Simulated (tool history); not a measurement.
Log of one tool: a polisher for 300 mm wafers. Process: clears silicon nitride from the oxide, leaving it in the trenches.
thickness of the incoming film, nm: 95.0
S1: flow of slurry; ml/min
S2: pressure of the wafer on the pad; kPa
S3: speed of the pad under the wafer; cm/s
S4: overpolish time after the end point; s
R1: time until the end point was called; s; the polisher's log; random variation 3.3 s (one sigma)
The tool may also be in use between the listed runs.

{"run": 1, "day": 0.0, "S1": 215, "S2": 19.3, "S3": 84, "S4": 7, "R1": 135.56}
{"run": 2, "day": 0.129, "S1": 215, "S2": 17.9, "S3": 80, "S4": 7, "R1": 150.34}
{"run": 3, "day": 0.171, "S1": 215, "S2": 17.9, "S3": 70, "S4": 7, "R1": 174.83}
{"run": 4, "day": 0.379, "S1": 215, "S2": 17.9, "S3": 70, "S4": 5, "R1": 169.05}
{"run": 5, "day": 0.583, "S1": 215, "S2": 16.5, "S3": 68, "S4": 5, "R1": 191.82}
{"run": 6, "day": 0.95, "S1": 215, "S2": 16.5, "S3": 68, "S4": 7, "R1": 189.4}
{"run": 7, "day": 1.242, "S1": 215, "S2": 15.2, "S3": 66, "S4": 7, "R1": 217.12}
{"run": 8, "day": 1.4, "S1": 215, "S2": 14.5, "S3": 66, "S4": 7, "R1": 219.82}

Expected results for the next run?
{"run": 9, "day": 1.575, "S1": 215, "S2": 13.8, "S3": 64, "S4": 7, "R1": "?"}

R1: 241.79 s

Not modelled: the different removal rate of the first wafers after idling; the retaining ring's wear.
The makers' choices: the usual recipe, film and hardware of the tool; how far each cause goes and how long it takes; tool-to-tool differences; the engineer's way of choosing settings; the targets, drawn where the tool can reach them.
